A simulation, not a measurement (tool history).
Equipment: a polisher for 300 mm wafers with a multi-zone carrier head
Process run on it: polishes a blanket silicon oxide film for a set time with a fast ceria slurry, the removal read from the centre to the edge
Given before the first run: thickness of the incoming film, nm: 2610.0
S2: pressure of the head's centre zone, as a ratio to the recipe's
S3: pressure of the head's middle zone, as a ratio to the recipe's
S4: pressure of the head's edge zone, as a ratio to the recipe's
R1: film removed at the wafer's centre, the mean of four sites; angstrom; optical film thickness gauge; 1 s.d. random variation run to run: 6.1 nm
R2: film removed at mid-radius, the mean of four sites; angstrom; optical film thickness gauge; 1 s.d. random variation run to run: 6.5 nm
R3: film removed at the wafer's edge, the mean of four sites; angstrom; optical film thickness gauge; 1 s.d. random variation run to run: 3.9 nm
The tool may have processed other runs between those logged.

run 1 hour=0 | flow_of_slurry_(ml/min)=265 S2=1 S3=1 S4=1 polishing_time_(s)=73 | R1=9332.6 R2=9412.3 R3=9155.7
run 2 hour=1 | flow_of_slurry_(ml/min)=260 S2=0.98 S3=0.98 S4=0.98 polishing_time_(s)=70 | R1=8905.7 R2=8808.6 R3=8656.6
run 3 hour=1.9 | flow_of_slurry_(ml/min)=255 S2=0.96 S3=0.97 S4=0.98 polishing_time_(s)=67 | R1=8328.9 R2=8565 R3=8327.6
run 4 hour=6.6 | flow_of_slurry_(ml/min)=255 S2=1.02 S3=0.97 S4=0.98 polishing_time_(s)=67 | R1=8695.3 R2=8348.6 R3=8313.6
run 5 hour=14 | flow_of_slurry_(ml/min)=305 S2=1.02 S3=0.97 S4=0.98 polishing_time_(s)=67 | R1=8898 R2=8496.6 R3=8447
run 6 hour=22.1 | flow_of_slurry_(ml/min)=305 S2=1.02 S3=0.91 S4=0.98 polishing_time_(s)=67 | R1=9158.7 R2=8161.2 R3=8484.6
run 7 hour=27.7 | flow_of_slurry_(ml/min)=295 S2=1 S3=0.9 S4=0.98 polishing_time_(s)=64 | R1=8492.5 R2=7861.8 R3=8104

What does the tool deliver on the next run?
run 8 hour=30.9 | flow_of_slurry_(ml/min)=250 S2=0.9 S3=0.81 S4=0.91 polishing_time_(s)=44 | R1=? R2=? R3=?

{"run 8": {"R1": 5004.4, "R2": 4696.1, "R3": 5316.1}}
